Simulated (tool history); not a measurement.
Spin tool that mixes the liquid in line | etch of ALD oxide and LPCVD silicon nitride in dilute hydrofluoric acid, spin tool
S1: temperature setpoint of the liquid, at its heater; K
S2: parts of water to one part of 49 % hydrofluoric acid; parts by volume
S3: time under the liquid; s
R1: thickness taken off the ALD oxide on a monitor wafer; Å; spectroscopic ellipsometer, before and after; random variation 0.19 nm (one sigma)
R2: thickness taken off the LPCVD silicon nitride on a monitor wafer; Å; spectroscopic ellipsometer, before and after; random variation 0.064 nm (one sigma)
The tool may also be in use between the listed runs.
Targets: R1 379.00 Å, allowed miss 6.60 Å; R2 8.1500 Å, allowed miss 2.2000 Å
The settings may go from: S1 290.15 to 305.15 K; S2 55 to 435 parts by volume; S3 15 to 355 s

run	hour	S1	S2	S3	R1	R2
1	0.0	297.15	245	180	167.67	3.5866
2	7.5	298.15	230	180	191.03	3.7420
3	9.8	298.15	230	210	219.97	3.9654
4	13.6	298.15	230	260	270.35	5.3996
5	17.7	298.15	230	220	229.62	4.2134
6	23.5	298.15	230	180	187.63	4.1138
7	27.5	299.15	220	180	206.48	5.1667
8	31.8	299.15	205	180	226.22	4.5789
9	34.4	303.15	140	185	426.13	8.6510
10	39.4	303.15	140	185	422.05	9.6653
11	48.2	302.65	140	185	416.63	8.7113
12	57.0	301.65	140	185	402.13	8.3692
13	65.6	301.65	140	185	402.92	9.5303
14	67.0	300.65	140	185	385.71	8.2239

4 next moves are on the table. One of them brings every result within its allowed miss. Which?
A	68.4	296.15	160	260	?	?
B	68.4	297.65	140	210	?	?
C	68.4	305.15	55	55	?	?
D	68.4	303.65	135	155	?	?

move	R1	R2
A	389.11	8.0112
B	389.19	8.1355
C	388.35	8.7352
D	374.85	9.0846
A: further off than the last run
B: further off than the last run
C: further off than the last run
D: meets every target
The right move is D.
